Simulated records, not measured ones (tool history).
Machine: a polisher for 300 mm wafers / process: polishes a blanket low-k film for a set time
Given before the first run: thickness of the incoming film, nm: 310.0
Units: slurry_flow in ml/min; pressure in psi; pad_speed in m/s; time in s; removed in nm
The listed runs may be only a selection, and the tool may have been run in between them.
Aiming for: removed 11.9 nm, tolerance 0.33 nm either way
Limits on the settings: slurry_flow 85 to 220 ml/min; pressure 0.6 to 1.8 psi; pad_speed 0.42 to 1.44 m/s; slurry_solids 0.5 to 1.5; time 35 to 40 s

Run 1, day 0: slurry_flow 140 ml/min, pressure 1.2 psi, pad_speed 0.92 m/s, slurry_solids 1, time 40 s. Result: removed 9.9301 nm.
Run 2, day 0.342: slurry_flow 145 ml/min, pressure 1.2 psi, pad_speed 0.92 m/s, slurry_solids 1, time 40 s. Result: removed 9.8598 nm.
Run 3, day 0.417: slurry_flow 145 ml/min, pressure 1.2 psi, pad_speed 0.7 m/s, slurry_solids 1, time 40 s. Result: removed 8.2996 nm.
Run 4, day 0.792: slurry_flow 145 ml/min, pressure 1.1 psi, pad_speed 0.7 m/s, slurry_solids 1, time 40 s. Result: removed 7.6471 nm.
Run 5, day 1.088: slurry_flow 165 ml/min, pressure 1.1 psi, pad_speed 0.7 m/s, slurry_solids 1, time 40 s. Result: removed 7.7618 nm.
Run 6, day 1.146: slurry_flow 165 ml/min, pressure 1.2 psi, pad_speed 0.7 m/s, slurry_solids 1, time 40 s. Result: removed 8.4362 nm.
Run 7, day 1.254: slurry_flow 165 ml/min, pressure 1.2 psi, pad_speed 0.7 m/s, slurry_solids 1, time 40 s. Result: removed 8.4018 nm.
Run 8, day 1.588: slurry_flow 165 ml/min, pressure 1.3 psi, pad_speed 0.7 m/s, slurry_solids 1, time 40 s. Result: removed 9.1356 nm.
Run 9, day 1.708: slurry_flow 165 ml/min, pressure 1.3 psi, pad_speed 0.7 m/s, slurry_solids 1, time 40 s. Result: removed 9.0212 nm.
Run 10, day 1.942: slurry_flow 165 ml/min, pressure 1.4 psi, pad_speed 0.7 m/s, slurry_solids 1, time 40 s. Result: removed 9.9045 nm.
Run 11, day 2.125: slurry_flow 195 ml/min, pressure 1.6 psi, pad_speed 0.7 m/s, slurry_solids 1, time 40 s. Result: removed 11.341 nm.

Of the 4 settings listed for the next run, only one would bring every result within its allowed miss of target. Which one?
Run A, day 2.308: slurry_flow 200 ml/min, pressure 1.6 psi, pad_speed 0.66 m/s, slurry_solids 1.05, time 38 s. Result: removed ?.
Run B, day 2.308: slurry_flow 190 ml/min, pressure 1.8 psi, pad_speed 0.76 m/s, slurry_solids 1.05, time 37 s. Result: removed ?.
Run C, day 2.308: slurry_flow 185 ml/min, pressure 1.5 psi, pad_speed 0.82 m/s, slurry_solids 1.15, time 38 s. Result: removed ?.
Run D, day 2.308: slurry_flow 205 ml/min, pressure 1.8 psi, pad_speed 0.72 m/s, slurry_solids 1, time 39 s. Result: removed ?.

move  removed
   A   10.769
   B   12.852
   C   11.967
   D   12.965
A: lands further from the targets than the last run did
B: the result that was furthest off in the last run now lies on the other side of its target
C: all results land within tolerance of their targets
D: the result that was furthest off in the last run now lies on the other side of its target
C meets every target.

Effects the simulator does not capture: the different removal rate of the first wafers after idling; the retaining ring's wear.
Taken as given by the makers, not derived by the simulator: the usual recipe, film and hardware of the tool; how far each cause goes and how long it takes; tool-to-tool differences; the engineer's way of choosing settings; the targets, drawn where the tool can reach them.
